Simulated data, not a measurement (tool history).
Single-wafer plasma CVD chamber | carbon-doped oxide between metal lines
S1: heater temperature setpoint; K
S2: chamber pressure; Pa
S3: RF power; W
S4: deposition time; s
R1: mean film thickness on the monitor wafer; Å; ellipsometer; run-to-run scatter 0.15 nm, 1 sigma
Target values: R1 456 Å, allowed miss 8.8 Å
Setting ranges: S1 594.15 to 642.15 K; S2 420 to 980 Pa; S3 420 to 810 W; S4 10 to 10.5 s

run 1 day=0 | S1=618.15 S2=700 S3=615 S4=10.5 | R1=600.43
run 2 day=0.112 | S1=620.15 S2=665 S3=570 S4=10.4 | R1=559.65
run 3 day=0.158 | S1=631.15 S2=665 S3=570 S4=10.4 | R1=540.83
run 4 day=0.375 | S1=632.15 S2=640 S3=545 S4=10.4 | R1=522.7
run 5 day=0.533 | S1=632.15 S2=688 S3=545 S4=10.4 | R1=525.73
-- day=0.738 capacitance manometer re-zeroed and calibrated
run 6 day=0.738 | S1=632.15 S2=589 S3=545 S4=10.4 | R1=515.91
run 7 day=0.758 | S1=633.15 S2=569 S3=530 S4=10.4 | R1=505.08
run 8 day=0.842 | S1=634.15 S2=553 S3=515 S4=10.4 | R1=493.88
run 9 day=0.979 | S1=635.15 S2=539 S3=505 S4=10.4 | R1=485.64
run 10 day=1.146 | S1=639.15 S2=469 S3=460 S4=10.3 | R1=440.55
run 11 day=1.317 | S1=638.15 S2=477 S3=460 S4=10.3 | R1=441.23
run 12 day=1.588 | S1=638.15 S2=477 S3=460 S4=10.3 | R1=444.92
run 13 day=1.796 | S1=637.15 S2=484 S3=460 S4=10.3 | R1=444.39
run 14 day=2.121 | S1=636.15 S2=492 S3=460 S4=10.3 | R1=445.64

Consider the 4 candidate settings below. Which is the only one whose results all fall within their allowed miss of target?
run A day=2.446 | S1=633.15 S2=420 S3=445 S4=10.2 | R1=?
run B day=2.446 | S1=636.15 S2=499 S3=445 S4=10 | R1=?
run C day=2.446 | S1=641.15 S2=597 S3=440 S4=10 | R1=?
run D day=2.446 | S1=642.15 S2=549 S3=475 S4=10.4 | R1=?

move=A R1=431.18
move=B R1=425.88
move=C R1=425.01
move=D R1=459.9
A: the biggest miss grows against the last run
B: the biggest miss grows against the last run
C: the biggest miss grows against the last run
D: hits every target within its allowed miss
Answer: D
